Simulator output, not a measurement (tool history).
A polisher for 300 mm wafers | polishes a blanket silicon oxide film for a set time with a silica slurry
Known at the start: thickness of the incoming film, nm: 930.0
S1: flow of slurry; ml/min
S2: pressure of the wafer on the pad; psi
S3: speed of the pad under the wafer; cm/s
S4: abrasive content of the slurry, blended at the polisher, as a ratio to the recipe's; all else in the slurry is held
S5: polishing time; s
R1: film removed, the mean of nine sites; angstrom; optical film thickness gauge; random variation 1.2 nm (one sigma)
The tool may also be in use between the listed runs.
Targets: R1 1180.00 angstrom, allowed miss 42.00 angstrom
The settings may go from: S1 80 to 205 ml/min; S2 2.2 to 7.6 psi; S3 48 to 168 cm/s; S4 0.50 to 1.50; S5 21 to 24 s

run    day   S1   S2   S3    S4  S5       R1
  1  0.000  135  4.9  108  1.00  24   731.67
  2  0.158  135  4.9  134  1.00  24   862.85
  3  0.221  135  4.9  134  1.20  24   921.27
  4  0.479  135  5.0  134  1.20  24   930.40
  5  0.821  165  5.0  134  1.20  24   956.79
  6  0.967  165  5.1  134  1.20  24   993.37
  7  1.221  165  5.2  134  1.20  24  1016.50
  8  1.342  165  5.3  134  1.20  24  1033.70
  9  1.379  165  5.4  134  1.20  24  1051.80
 10  1.646  165  5.5  134  1.20  24  1051.40
 11  1.683  165  5.6  134  1.20  24  1075.00
 12  1.975  165  5.7  134  1.20  24  1088.10
 13  2.154  165  5.8  134  1.20  24  1111.80

5 next moves are on the table. One of them brings every result within its allowed miss. Which?
  A  2.333  170  5.9  146  1.25  23   ?
  B  2.333  155  6.1  120  1.30  23   ?
  C  2.333  145  5.3  158  1.10  23   ?
  D  2.333  160  6.2  118  1.35  24   ?
  E  2.333  185  6.3  140  1.20  21   ?

move       R1
   A  1174.30
   B  1033.80
   C  1068.30
   D  1098.00
   E  1092.90
A: meets every target
B: further off than the last run
C: further off than the last run
D: further off than the last run
E: further off than the last run
Answer: A
